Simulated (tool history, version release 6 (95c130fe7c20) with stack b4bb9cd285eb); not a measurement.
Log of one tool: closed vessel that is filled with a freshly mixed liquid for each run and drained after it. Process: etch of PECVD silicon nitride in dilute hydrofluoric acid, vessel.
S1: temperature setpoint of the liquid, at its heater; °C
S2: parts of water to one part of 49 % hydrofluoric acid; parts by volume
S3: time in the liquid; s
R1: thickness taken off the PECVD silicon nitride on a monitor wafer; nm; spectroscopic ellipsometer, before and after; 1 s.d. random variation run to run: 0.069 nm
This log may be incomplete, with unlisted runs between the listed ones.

run  hour  S1   S2   S3      R1
  1   0.0  20   95  660  15.870
  2   4.1  20   95  710  17.317
  3   7.7  20   85  710  19.147
  4   8.7  19  100  710  15.226
  5  10.2  17  100  710  13.139
  6  19.2  17  110  710  12.211

Run 7 comes next. What will it give?
  7  21.6  17  120  710   ?

{"run 7": {"R1": 11.126}}
